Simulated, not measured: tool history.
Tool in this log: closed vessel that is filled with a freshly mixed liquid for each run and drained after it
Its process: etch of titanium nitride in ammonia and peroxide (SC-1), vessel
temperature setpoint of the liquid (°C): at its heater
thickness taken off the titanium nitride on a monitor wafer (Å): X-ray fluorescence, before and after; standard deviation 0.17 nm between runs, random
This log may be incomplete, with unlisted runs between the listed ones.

| run | hour | temperature setpoint of the liquid (°C) | parts of water to one part of 30 % peroxide (parts by volume) | parts of 29 % ammonia solution to one part of 30 % peroxide (parts by volume) | time in the liquid (s) | thickness taken off the titanium nitride on a monitor wafer (Å) |
|---|---|---|---|---|---|---|
| 1 | 0.0 | 48.0 | 24 | 0.55 | 850 | 414.95 |
| 2 | 6.8 | 47.5 | 24 | 0.55 | 850 | 406.53 |
| 3 | 12.2 | 53.5 | 24 | 0.55 | 850 | 612.11 |
| 4 | 20.4 | 53.5 | 17 | 0.55 | 850 | 735.12 |
| 5 | 28.9 | 53.5 | 23 | 0.55 | 850 | 630.71 |
| 6 | 35.9 | 52.0 | 23 | 0.55 | 850 | 562.20 |
| 7 | 41.1 | 51.0 | 23 | 0.55 | 850 | 527.92 |
| 8 | 45.5 | 50.0 | 23 | 0.55 | 850 | 493.04 |
| 9 | 51.2 | 49.0 | 23 | 0.55 | 850 | 455.80 |
| 10 | 54.5 | 48.5 | 23 | 0.55 | 850 | 441.52 |

What will run 11 give?
| 11 | 63.1 | 48.0 | 23 | 0.55 | 850 | ? |

Run 11 came out at thickness taken off the titanium nitride on a monitor wafer (Å) 422.82.

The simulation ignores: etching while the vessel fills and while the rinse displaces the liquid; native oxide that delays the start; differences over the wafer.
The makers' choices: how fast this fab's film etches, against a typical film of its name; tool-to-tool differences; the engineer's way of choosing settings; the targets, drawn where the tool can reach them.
